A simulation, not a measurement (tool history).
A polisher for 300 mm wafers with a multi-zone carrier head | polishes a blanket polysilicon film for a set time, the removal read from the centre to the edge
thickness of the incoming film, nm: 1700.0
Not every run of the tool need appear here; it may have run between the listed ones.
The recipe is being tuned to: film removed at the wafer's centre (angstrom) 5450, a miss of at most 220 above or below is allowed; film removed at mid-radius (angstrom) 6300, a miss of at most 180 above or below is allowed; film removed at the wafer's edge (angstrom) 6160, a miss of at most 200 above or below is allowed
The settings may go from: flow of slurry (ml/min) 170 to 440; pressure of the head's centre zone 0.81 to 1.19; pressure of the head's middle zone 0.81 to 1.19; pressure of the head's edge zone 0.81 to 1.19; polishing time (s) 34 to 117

run	hour	flow of slurry (ml/min)	pressure of the head's centre zone	pressure of the head's middle zone	pressure of the head's edge zone	polishing time (s)	film removed at the wafer's centre (angstrom)	film removed at mid-radius (angstrom)	film removed at the wafer's edge (angstrom)
1	0	280	1	1	1	75	4692.2	4647.1	4579.8
2	2.2	280	1.08	1	1	75	5123.7	4587.5	4632.4
3	4.9	280	1.16	1	1	75	5525.5	4633.8	4600.9
4	8.6	285	1.1	1.04	1.05	79	5428.2	4979.8	5083.2
5	10.5	295	1.07	1.09	1.07	82	5513.1	5401.6	5256.6
6	16.1	300	1.04	1.11	1.1	84	5573.1	5655	5450.9
7	22.4	300	1	1.12	1.13	86	5407.9	5826.1	5645.4
8	25.9	305	0.98	1.13	1.15	87	5430.7	6017.9	5716.9
9	29.5	300	0.96	1.12	1.16	89	5420.9	5991.3	5875.3
10	30.1	305	0.95	1.12	1.17	90	5491.2	6067.2	6102.3

Of the 5 settings listed for the next run, only one would bring every result within its allowed miss of target. Which one?
A	30.7	260	0.83	1.15	1.19	93	?	?	?
B	30.7	295	1.02	1.13	1.17	92	?	?	?
C	30.7	380	1.05	1.16	1.08	88	?	?	?
D	30.7	405	0.98	1.04	1.19	88	?	?	?
E	30.7	305	0.9	1.09	1.08	95	?	?	?

move	film removed at the wafer's centre (angstrom)	film removed at mid-radius (angstrom)	film removed at the wafer's edge (angstrom)
A	4777.2	6286.7	6136.5
B	5887.4	6192.8	6071.9
C	5924	6166.5	5672.7
D	5548.3	5678.6	5968.8
E	5373.5	6235.1	6052.5
A: gets the furthest-off result to its target, but another result is out of tolerance
B: gets the furthest-off result to its target, but another result is out of tolerance
C: gets the furthest-off result to its target, but another result is out of tolerance
D: its largest miss is bigger than the last run's
E: every result lands within tolerance
The move that meets every target is E.
